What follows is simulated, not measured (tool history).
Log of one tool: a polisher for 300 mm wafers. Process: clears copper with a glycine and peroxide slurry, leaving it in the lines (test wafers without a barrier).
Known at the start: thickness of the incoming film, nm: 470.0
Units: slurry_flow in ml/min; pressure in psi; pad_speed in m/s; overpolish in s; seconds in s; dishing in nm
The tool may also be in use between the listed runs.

| run | hour | slurry_flow | pressure | pad_speed | overpolish | seconds | dishing |
|---|---|---|---|---|---|---|---|
| 1 | 0 | 145 | 2 | 1.08 | 20 | 109.04 | 55.918 |
| 2 | 6.1 | 140 | 1.8 | 1.22 | 17 | 110.27 | 50.727 |
| 3 | 10.9 | 140 | 2.2 | 1.22 | 17 | 94.952 | 54.768 |
| 4 | 12 | 105 | 2.2 | 1.22 | 17 | 101.5 | 52.383 |
| 5 | 18.2 | 105 | 2.2 | 1.22 | 23 | 98.36 | 67.633 |
| 6 | 26.9 | 85 | 2.2 | 1.22 | 23 | 109.92 | 64.978 |
| 7 | 34.8 | 115 | 2.3 | 1.06 | 19 | 107.38 | 55.728 |
|  | 40.5 | head pressure recalibrated |
| 8 | 40.5 | 130 | 2 | 1.2 | 16 | 94.717 | 52.84 |
| 9 | 43 | 150 | 1.9 | 1.12 | 14 | 105.35 | 44.71 |
| 10 | 50.9 | 165 | 2.1 | 0.98 | 12 | 99.256 | 39.191 |
| 11 | 57.8 | 180 | 2.2 | 0.86 | 11 | 104.68 | 34.63 |
| 12 | 63.7 | 180 | 2.2 | 0.86 | 11 | 103.81 | 34.068 |
| 13 | 71.4 | 190 | 2.4 | 0.78 | 10 | 104.83 | 31.144 |
| 14 | 72.9 | 200 | 2.6 | 0.74 | 9 | 103.36 | 29.13 |
| 15 | 79.1 | 205 | 2.7 | 0.72 | 8 | 98.963 | 26.918 |
| 16 | 79.8 | 205 | 2.7 | 0.72 | 8 | 100.09 | 27.188 |
| 17 | 81 | 210 | 2.8 | 0.7 | 8 | 101.6 | 27.429 |
| 18 | 88.2 | 215 | 2.9 | 0.7 | 8 | 96.334 | 27.774 |

Run 19 comes next. What will it give?
| 19 | 90.4 | 215 | 2.9 | 0.68 | 8 | ? | ? |

{"run 19": {"seconds": 101.43, "dishing": 27.108}}
